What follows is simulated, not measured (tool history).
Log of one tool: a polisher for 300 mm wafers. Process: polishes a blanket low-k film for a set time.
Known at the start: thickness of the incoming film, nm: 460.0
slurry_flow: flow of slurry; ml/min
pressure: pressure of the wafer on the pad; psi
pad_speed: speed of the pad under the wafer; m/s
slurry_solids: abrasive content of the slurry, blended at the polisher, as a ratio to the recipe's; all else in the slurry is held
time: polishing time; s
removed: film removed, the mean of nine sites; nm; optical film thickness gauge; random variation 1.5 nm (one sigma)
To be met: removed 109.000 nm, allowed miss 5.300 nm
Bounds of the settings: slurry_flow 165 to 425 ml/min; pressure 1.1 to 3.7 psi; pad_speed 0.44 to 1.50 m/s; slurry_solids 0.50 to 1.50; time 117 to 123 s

run 1 hour=0.0 | slurry_flow=275 pressure=2.4 pad_speed=0.96 slurry_solids=1.00 time=117 | removed=59.868
run 2 hour=1.2 | slurry_flow=275 pressure=2.7 pad_speed=0.98 slurry_solids=1.00 time=117 | removed=69.582
run 3 hour=2.5 | slurry_flow=275 pressure=2.7 pad_speed=0.98 slurry_solids=1.15 time=117 | removed=78.224
run 4 hour=11.4 | slurry_flow=240 pressure=2.7 pad_speed=0.98 slurry_solids=1.15 time=117 | removed=75.657
run 5 hour=14.8 | slurry_flow=245 pressure=2.9 pad_speed=0.98 slurry_solids=1.15 time=117 | removed=80.873
run 6 hour=19.8 | slurry_flow=255 pressure=3.1 pad_speed=0.98 slurry_solids=1.15 time=117 | removed=85.927
run 7 hour=26.6 | slurry_flow=255 pressure=3.3 pad_speed=1.00 slurry_solids=1.15 time=117 | removed=93.055
run 8 hour=31.6 | slurry_flow=255 pressure=3.4 pad_speed=1.02 slurry_solids=1.15 time=117 | removed=100.170
run 9 hour=38.3 | slurry_flow=255 pressure=3.5 pad_speed=1.02 slurry_solids=1.15 time=117 | removed=97.422
run 10 hour=41.8 | slurry_flow=255 pressure=3.5 pad_speed=1.04 slurry_solids=1.15 time=117 | removed=98.895
run 11 hour=48.0 | slurry_flow=255 pressure=3.5 pad_speed=1.06 slurry_solids=1.15 time=117 | removed=103.760

Which of these 4 next moves meets every target?
run A hour=54.2 | slurry_flow=215 pressure=3.6 pad_speed=0.94 slurry_solids=1.25 time=117 | removed=?
run B hour=54.2 | slurry_flow=255 pressure=3.7 pad_speed=0.94 slurry_solids=1.30 time=123 | removed=?
run C hour=54.2 | slurry_flow=255 pressure=3.7 pad_speed=0.92 slurry_solids=1.00 time=123 | removed=?
run D hour=54.2 | slurry_flow=255 pressure=3.3 pad_speed=1.06 slurry_solids=1.10 time=118 | removed=?

move=A removed=97.295
move=B removed=109.320
move=C removed=94.271
move=D removed=95.311
A: further off than the last run
B: meets every target
C: further off than the last run
D: further off than the last run
Move B is the one to make.
